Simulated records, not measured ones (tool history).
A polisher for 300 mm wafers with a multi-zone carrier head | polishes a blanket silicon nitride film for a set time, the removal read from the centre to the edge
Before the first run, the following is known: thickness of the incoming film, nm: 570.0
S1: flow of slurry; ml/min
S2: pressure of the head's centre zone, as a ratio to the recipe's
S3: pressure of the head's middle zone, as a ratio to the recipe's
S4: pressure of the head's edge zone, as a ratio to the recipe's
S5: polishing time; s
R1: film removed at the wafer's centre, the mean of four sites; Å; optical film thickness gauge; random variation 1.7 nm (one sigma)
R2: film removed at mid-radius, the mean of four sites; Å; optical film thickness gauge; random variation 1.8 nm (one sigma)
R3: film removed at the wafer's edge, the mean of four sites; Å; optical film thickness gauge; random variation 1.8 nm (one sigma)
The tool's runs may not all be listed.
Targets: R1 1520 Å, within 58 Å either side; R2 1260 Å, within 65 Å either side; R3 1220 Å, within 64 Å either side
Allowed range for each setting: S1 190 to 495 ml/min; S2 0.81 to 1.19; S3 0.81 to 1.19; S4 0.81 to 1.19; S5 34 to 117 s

run 1 day=0 | S1=320 S2=1 S3=1 S4=1 S5=75 | R1=954.11 R2=960.3 R3=950.92
run 2 day=0.088 | S1=325 S2=1.02 S3=1 S4=1 S5=77 | R1=1018.8 R2=1012.6 R3=959.69
run 3 day=0.35 | S1=325 S2=1.03 S3=0.99 S4=1.01 S5=79 | R1=1052.9 R2=984.42 R3=1007.1
run 4 day=0.392 | S1=325 S2=1.05 S3=1 S4=1.01 S5=81 | R1=1089.9 R2=1032.1 R3=999.87
run 5 day=0.596 | S1=325 S2=1.05 S3=1 S4=0.93 S5=81 | R1=1083.7 R2=1046.1 R3=962.72
run 6 day=0.812 | S1=325 S2=1.06 S3=1 S4=0.94 S5=83 | R1=1117 R2=1089.6 R3=990.85
run 7 day=0.962 | S1=325 S2=1.07 S3=1 S4=0.95 S5=85 | R1=1162.3 R2=1084.4 R3=1035.1
run 8 day=1.05 | S1=330 S2=1.08 S3=1.01 S4=0.95 S5=86 | R1=1196.2 R2=1081.4 R3=1049.2
run 9 day=1.317 | S1=330 S2=1.09 S3=1.01 S4=0.94 S5=88 | R1=1244 R2=1172.1 R3=1053.8
run 10 day=1.592 | S1=330 S2=1.1 S3=1.01 S4=0.95 S5=89 | R1=1253.4 R2=1152.7 R3=1103.8

Next run, 5 choices. One meets every target within its allowed miss, the rest don't. Which?
run A day=1.867 | S1=335 S2=1.11 S3=0.99 S4=0.96 S5=98 | R1=? R2=? R3=?
run B day=1.867 | S1=260 S2=1.16 S3=1.04 S4=0.81 S5=95 | R1=? R2=? R3=?
run C day=1.867 | S1=280 S2=1.12 S3=0.92 S4=1.05 S5=106 | R1=? R2=? R3=?
run D day=1.867 | S1=315 S2=1.19 S3=1.13 S4=0.81 S5=99 | R1=? R2=? R3=?
run E day=1.867 | S1=345 S2=1.19 S3=0.99 S4=0.93 S5=99 | R1=? R2=? R3=?

move=A R1=1381.3 R2=1233.1 R3=1185.8
move=B R1=1376 R2=1226.6 R3=1050.6
move=C R1=1488.6 R2=1240.2 R3=1329.3
move=D R1=1492 R2=1388.7 R3=1103.6
move=E R1=1499.5 R2=1247.4 R3=1181.7
A: an improvement on the last run, though not all results are within tolerance
B: an improvement on the last run, though not all results are within tolerance
C: brings the last run's worst result on target, with another outside its allowed miss
D: brings the last run's worst result on target, with another outside its allowed miss
E: hits every target within its allowed miss
The move that meets every target is E.
